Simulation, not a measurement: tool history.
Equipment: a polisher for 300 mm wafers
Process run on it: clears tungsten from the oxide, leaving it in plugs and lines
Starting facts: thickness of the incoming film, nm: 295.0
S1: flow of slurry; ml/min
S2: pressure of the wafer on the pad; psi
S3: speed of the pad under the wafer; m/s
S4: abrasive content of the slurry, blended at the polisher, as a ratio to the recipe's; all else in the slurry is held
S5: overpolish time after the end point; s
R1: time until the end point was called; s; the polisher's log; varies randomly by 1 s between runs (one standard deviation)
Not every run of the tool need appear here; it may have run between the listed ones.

run  hour   S1   S2    S3    S4  S5      R1
  1   0.0  235  3.5  0.92  1.00  14  67.079
  2   7.2  235  3.5  0.92  1.15  14  65.491
  3  15.0  235  3.6  0.92  1.15  14  66.083
  4  19.1  290  3.6  0.92  1.15  14  63.731
  5  25.1  290  3.7  0.92  1.15  14  62.247
  6  33.3  290  3.8  0.92  1.15  14  61.323

Run 7, settings as shown, results not yet in. Your forecast:
  7  35.9  290  3.8  0.92  1.15  14   ?

For run 7 the tool returned R1 62.442 s.

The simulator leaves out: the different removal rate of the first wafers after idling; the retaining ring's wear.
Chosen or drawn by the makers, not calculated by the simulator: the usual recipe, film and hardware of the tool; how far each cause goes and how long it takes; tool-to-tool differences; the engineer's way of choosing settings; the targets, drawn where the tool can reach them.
